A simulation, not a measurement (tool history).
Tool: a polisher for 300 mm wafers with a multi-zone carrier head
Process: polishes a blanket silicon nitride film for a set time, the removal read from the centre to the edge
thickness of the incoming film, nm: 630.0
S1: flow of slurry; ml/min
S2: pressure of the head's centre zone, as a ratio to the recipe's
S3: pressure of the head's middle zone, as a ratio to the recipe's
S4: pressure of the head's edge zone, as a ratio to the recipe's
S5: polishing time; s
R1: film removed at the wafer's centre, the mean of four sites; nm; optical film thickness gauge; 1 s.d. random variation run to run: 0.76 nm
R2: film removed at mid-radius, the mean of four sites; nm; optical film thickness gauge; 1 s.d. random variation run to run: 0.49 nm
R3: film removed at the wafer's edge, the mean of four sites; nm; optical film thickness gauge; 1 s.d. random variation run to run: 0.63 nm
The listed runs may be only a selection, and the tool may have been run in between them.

Run 1, hour 0: S1 305 ml/min, S2 1, S3 1, S4 1, S5 32 s. Result: R1 60.395 nm, R2 59.254 nm, R3 58.255 nm.
Run 2, hour 9: S1 305 ml/min, S2 1, S3 1, S4 1, S5 35 s. Result: R1 68.189 nm, R2 65.902 nm, R3 63.112 nm.
Run 3, hour 17.4: S1 305 ml/min, S2 0.94, S3 1, S4 1, S5 35 s. Result: R1 62.348 nm, R2 65.812 nm, R3 62.778 nm.
Run 4, hour 25.6: S1 300 ml/min, S2 0.93, S3 0.96, S4 1.02, S5 34 s. Result: R1 60.629 nm, R2 61.57 nm, R3 62.228 nm.
Run 5, hour 32: S1 365 ml/min, S2 0.93, S3 0.96, S4 1.02, S5 34 s. Result: R1 62.275 nm, R2 63.069 nm, R3 63.135 nm.
Run 6, hour 39: S1 330 ml/min, S2 0.93, S3 0.96, S4 1.02, S5 34 s. Result: R1 61.542 nm, R2 62.27 nm, R3 62.744 nm.
Run 7, hour 45.9: S1 330 ml/min, S2 0.93, S3 0.96, S4 1.02, S5 34 s. Result: R1 59.798 nm, R2 62.034 nm, R3 63.077 nm.
At hour 52.2: edge zone pressure recalibrated.
Run 8, hour 52.2: S1 325 ml/min, S2 0.93, S3 0.93, S4 1.02, S5 33 s. Result: R1 58.641 nm, R2 58.224 nm, R3 64.164 nm.
Run 9, hour 54.1: S1 325 ml/min, S2 0.94, S3 0.93, S4 1.02, S5 32 s. Result: R1 57.759 nm, R2 57.244 nm, R3 61.713 nm.
Run 10, hour 59: S1 325 ml/min, S2 0.94, S3 0.92, S4 1.01, S5 31 s. Result: R1 55.382 nm, R2 55.897 nm, R3 59.153 nm.
Run 11, hour 65.3: S1 320 ml/min, S2 0.95, S3 0.9, S4 1.01, S5 30 s. Result: R1 55.309 nm, R2 51.106 nm, R3 57.314 nm.
Run 12, hour 68: S1 315 ml/min, S2 0.94, S3 0.89, S4 1.01, S5 30 s. Result: R1 53.561 nm, R2 51.298 nm, R3 58.604 nm.
Run 13, hour 72.6: S1 310 ml/min, S2 0.94, S3 0.88, S4 1.01, S5 30 s. Result: R1 53.772 nm, R2 51.078 nm, R3 57.026 nm.
Run 14, hour 81.5: S1 310 ml/min, S2 0.94, S3 0.88, S4 1.01, S5 30 s. Result: R1 53.893 nm, R2 49.817 nm, R3 57.778 nm.

Forecast run 15:
Run 15, hour 83.1: S1 305 ml/min, S2 0.93, S3 0.88, S4 1.01, S5 30 s. Result: R1 ?, R2 ?, R3 ?.

{"run 15": {"R1": 54.033, "R2": 50.069, "R3": 57.34}}

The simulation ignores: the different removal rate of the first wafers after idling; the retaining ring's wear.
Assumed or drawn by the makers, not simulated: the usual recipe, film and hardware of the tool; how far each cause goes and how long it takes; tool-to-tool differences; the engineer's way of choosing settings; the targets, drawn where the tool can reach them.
